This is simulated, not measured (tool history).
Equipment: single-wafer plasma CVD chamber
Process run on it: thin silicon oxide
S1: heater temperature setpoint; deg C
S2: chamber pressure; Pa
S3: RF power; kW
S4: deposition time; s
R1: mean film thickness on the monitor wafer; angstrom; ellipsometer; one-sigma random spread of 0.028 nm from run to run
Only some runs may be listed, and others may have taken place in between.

run	hour	S1	S2	S3	S4	R1
1	0.0	420	117.3	0.355	5.50	116.35
2	2.4	420	117.3	0.355	5.50	116.60
3	5.7	420	119.3	0.355	5.50	118.92
4	8.4	420	134.7	0.355	5.50	131.64
5	14.5	420	135.1	0.355	5.50	131.45
6	22.5	420	135.1	0.355	5.50	131.91

Expected results for the next run?
7	24.8	420	135.5	0.355	5.50	?

Run 7 gave R1 132.34 angstrom.
